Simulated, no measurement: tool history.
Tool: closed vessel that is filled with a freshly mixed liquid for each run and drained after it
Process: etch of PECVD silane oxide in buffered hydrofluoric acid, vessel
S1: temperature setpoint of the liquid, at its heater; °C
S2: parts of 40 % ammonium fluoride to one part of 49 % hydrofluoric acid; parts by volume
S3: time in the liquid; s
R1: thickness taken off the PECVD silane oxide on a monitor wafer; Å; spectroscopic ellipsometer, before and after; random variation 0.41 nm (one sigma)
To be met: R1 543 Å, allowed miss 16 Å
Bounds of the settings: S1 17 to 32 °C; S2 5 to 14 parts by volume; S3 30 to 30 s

{"run": 1, "hour": 0.0, "S1": 24, "S2": 8.5, "S3": 30, "R1": 997.68}
{"run": 2, "hour": 8.5, "S1": 26.5, "S2": 8.5, "S3": 30, "R1": 1127.7}
{"run": 3, "hour": 14.1, "S1": 24, "S2": 9, "S3": 30, "R1": 931.82}
{"run": 4, "hour": 19.5, "S1": 22.5, "S2": 9.5, "S3": 30, "R1": 839.67}
{"run": 5, "hour": 21.7, "S1": 22.5, "S2": 9.5, "S3": 30, "R1": 835.47}
{"hour": 22.8, "done": "thermometer replaced"}
{"run": 6, "hour": 22.8, "S1": 22.5, "S2": 9.5, "S3": 30, "R1": 745.25}
{"run": 7, "hour": 24.4, "S1": 18.5, "S2": 10, "S3": 30, "R1": 574.53}
{"run": 8, "hour": 26.5, "S1": 18.5, "S2": 10, "S3": 30, "R1": 565.63}
{"run": 9, "hour": 33.1, "S1": 18.5, "S2": 10, "S3": 30, "R1": 571.39}

4 next moves are on the table. One of them brings every result within its allowed miss. Which?
{"run": "A", "hour": 39.7, "S1": 18.5, "S2": 9.5, "S3": 30, "R1": "?"}
{"run": "B", "hour": 39.7, "S1": 19, "S2": 10, "S3": 30, "R1": "?"}
{"run": "C", "hour": 39.7, "S1": 19.5, "S2": 10.5, "S3": 30, "R1": "?"}
{"run": "D", "hour": 39.7, "S1": 19, "S2": 11, "S3": 30, "R1": "?"}

move=A R1=590.72
move=B R1=588.28
move=C R1=576.99
move=D R1=536.1
A: further off than the last run
B: further off than the last run
C: further off than the last run
D: meets every target
Answer: D
